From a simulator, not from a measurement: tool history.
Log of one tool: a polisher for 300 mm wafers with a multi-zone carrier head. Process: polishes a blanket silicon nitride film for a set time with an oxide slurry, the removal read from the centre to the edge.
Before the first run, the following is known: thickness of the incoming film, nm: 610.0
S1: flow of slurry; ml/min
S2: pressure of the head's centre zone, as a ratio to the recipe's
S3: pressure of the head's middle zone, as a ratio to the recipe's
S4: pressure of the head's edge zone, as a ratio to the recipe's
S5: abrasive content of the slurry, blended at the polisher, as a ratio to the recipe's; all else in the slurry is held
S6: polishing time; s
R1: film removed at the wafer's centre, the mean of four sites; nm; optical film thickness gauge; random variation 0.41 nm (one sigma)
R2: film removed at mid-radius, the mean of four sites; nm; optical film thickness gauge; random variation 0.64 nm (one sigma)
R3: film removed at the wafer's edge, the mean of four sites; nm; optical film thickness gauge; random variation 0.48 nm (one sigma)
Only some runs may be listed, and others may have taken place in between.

{"run": 1, "hour": 0.0, "S1": 305, "S2": 1, "S3": 1, "S4": 1, "S5": 1, "S6": 42, "R1": 33.679, "R2": 33.546, "R3": 33.9}
{"run": 2, "hour": 8.6, "S1": 305, "S2": 1.02, "S3": 1, "S4": 1.02, "S5": 1.05, "S6": 42, "R1": 35.447, "R2": 35.052, "R3": 35.513}
{"run": 3, "hour": 11.0, "S1": 310, "S2": 1.04, "S3": 0.99, "S4": 1.04, "S5": 1.1, "S6": 42, "R1": 37.14, "R2": 35.544, "R3": 36.279}
{"run": 4, "hour": 16.9, "S1": 310, "S2": 1.04, "S3": 0.99, "S4": 1.04, "S5": 1.1, "S6": 32, "R1": 28.119, "R2": 27.013, "R3": 28.257}
{"run": 5, "hour": 19.3, "S1": 310, "S2": 1.05, "S3": 0.98, "S4": 1.05, "S5": 1.15, "S6": 33, "R1": 30.681, "R2": 29.334, "R3": 29.404}
{"run": 6, "hour": 26.5, "S1": 310, "S2": 1.05, "S3": 0.96, "S4": 1.07, "S5": 1.15, "S6": 35, "R1": 32.386, "R2": 29.934, "R3": 32.319}

Run 7 is up next; what results do you expect?
{"run": 7, "hour": 28.7, "S1": 310, "S2": 1.06, "S3": 0.96, "S4": 1.08, "S5": 1.2, "S6": 36, "R1": "?", "R2": "?", "R3": "?"}

Run 7 gave R1 34.162 nm, R2 31.156 nm, R3 33.726 nm.
